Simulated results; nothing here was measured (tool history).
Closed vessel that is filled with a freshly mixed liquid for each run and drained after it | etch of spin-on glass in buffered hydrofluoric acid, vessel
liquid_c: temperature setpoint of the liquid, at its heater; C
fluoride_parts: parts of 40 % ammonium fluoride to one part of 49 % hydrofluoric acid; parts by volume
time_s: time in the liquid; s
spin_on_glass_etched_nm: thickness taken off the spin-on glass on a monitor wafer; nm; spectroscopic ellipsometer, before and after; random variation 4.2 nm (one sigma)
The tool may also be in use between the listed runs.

run,hour,liquid_c,fluoride_parts,time_s,spin_on_glass_etched_nm
1,0,20,11,100,273.71
2,5.5,17.5,11,100,237.55
3,9.8,17.5,8.5,100,292.18
4,18,20.5,8.5,100,353.81
5,19,21.5,8.5,100,370.53
6,25.9,21.5,10.5,100,307.4
7,34.3,21.5,10.5,100,308.56

Run 8 comes next. What will it give?
8,41.5,22.5,10,100,?

{"run 8": {"spin_on_glass_etched_nm": 334.08}}

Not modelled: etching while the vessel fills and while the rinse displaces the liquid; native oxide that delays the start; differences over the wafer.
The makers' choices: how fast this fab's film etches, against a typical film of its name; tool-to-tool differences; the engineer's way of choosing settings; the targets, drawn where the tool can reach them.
